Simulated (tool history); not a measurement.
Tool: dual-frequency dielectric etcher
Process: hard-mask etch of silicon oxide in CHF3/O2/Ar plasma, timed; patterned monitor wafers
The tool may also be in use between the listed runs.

| run | hour | source power (W) | bias power (W) | etch time (s) | mean etch depth across the wafer (angstrom) |
|---|---|---|---|---|---|
| 1 | 0.0 | 480 | 164 | 33.5 | 570.68 |
| 2 | 2.2 | 500 | 166 | 33.5 | 582.30 |
| 3 | 6.7 | 520 | 167 | 33.5 | 589.01 |
| 4 | 12.8 | 540 | 169 | 33.5 | 598.92 |
| 5 | 16.7 | 540 | 153 | 33.5 | 575.42 |
| 6 | 20.6 | 540 | 153 | 33.5 | 576.67 |
| 7 | 21.2 | 560 | 155 | 33.5 | 585.10 |
| 8 | 29.1 | 580 | 157 | 33.5 | 595.05 |

Expected results for the next run?
| 9 | 32.4 | 600 | 159 | 33.5 | ? |

Run 9 measured mean etch depth across the wafer (angstrom) 606.49.

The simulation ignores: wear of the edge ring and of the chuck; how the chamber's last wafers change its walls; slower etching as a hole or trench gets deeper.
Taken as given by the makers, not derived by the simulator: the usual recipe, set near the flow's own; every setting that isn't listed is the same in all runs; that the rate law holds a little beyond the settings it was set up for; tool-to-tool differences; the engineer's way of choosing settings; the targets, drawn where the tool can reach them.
